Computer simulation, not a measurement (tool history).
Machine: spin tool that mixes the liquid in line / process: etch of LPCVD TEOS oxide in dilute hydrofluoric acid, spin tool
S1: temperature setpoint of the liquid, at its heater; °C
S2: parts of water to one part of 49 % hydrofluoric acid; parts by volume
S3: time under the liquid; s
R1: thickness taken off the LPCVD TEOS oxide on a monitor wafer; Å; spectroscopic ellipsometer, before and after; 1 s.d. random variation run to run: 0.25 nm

Run 1, hour 0: S1 26 °C, S2 40 parts by volume, S3 15 s. Result: R1 183.67 Å.
Run 2, hour 8.8: S1 26 °C, S2 30 parts by volume, S3 15 s. Result: R1 247.26 Å.
Run 3, hour 12.6: S1 26 °C, S2 25 parts by volume, S3 15 s. Result: R1 302.96 Å.
Run 4, hour 17.5: S1 26 °C, S2 20 parts by volume, S3 15 s. Result: R1 374.23 Å.
Run 5, hour 20.5: S1 26 °C, S2 20 parts by volume, S3 15 s. Result: R1 383.98 Å.
Run 6, hour 23.4: S1 25.5 °C, S2 20 parts by volume, S3 15 s. Result: R1 369.43 Å.
Run 7, hour 26: S1 25.5 °C, S2 20 parts by volume, S3 15 s. Result: R1 373.02 Å.
Run 8, hour 33.3: S1 24.5 °C, S2 20 parts by volume, S3 15 s. Result: R1 354.87 Å.
Run 9, hour 39.5: S1 24 °C, S2 20 parts by volume, S3 15 s. Result: R1 352.02 Å.
Run 10, hour 43.6: S1 23.5 °C, S2 20 parts by volume, S3 15 s. Result: R1 342.48 Å.

The next listed run, before its measurement:
Run 11, hour 51: S1 23 °C, S2 20 parts by volume, S3 15 s. Result: R1 ?.

{"run 11": {"R1": 333.95}}

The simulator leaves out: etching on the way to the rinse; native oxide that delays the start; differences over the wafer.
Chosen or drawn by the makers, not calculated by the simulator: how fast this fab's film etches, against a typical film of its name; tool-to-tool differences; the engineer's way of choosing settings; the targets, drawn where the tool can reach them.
